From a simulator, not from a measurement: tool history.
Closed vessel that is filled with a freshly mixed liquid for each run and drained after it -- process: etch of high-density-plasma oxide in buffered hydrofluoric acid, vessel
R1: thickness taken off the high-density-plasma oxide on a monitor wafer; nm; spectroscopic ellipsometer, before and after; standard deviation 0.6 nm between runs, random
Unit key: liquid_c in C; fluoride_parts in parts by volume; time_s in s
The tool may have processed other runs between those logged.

run 1 hour=0.0 | liquid_c=22.0 fluoride_parts=12.0 time_s=85 | R1=156.58
run 2 hour=9.0 | liquid_c=22.0 fluoride_parts=12.0 time_s=90 | R1=165.94
run 3 hour=16.0 | liquid_c=22.0 fluoride_parts=10.0 time_s=90 | R1=197.76
run 4 hour=22.5 | liquid_c=22.0 fluoride_parts=10.0 time_s=90 | R1=199.01
run 5 hour=31.3 | liquid_c=21.0 fluoride_parts=11.0 time_s=90 | R1=171.08
run 6 hour=34.7 | liquid_c=20.0 fluoride_parts=11.5 time_s=90 | R1=155.38
run 7 hour=36.5 | liquid_c=19.5 fluoride_parts=12.0 time_s=90 | R1=144.37
run 8 hour=45.2 | liquid_c=19.0 fluoride_parts=12.0 time_s=90 | R1=141.58

Run 9 has not been measured yet. What should we expect?
run 9 hour=51.3 | liquid_c=18.5 fluoride_parts=12.5 time_s=90 | R1=?

{"run 9": {"R1": 131.93}}
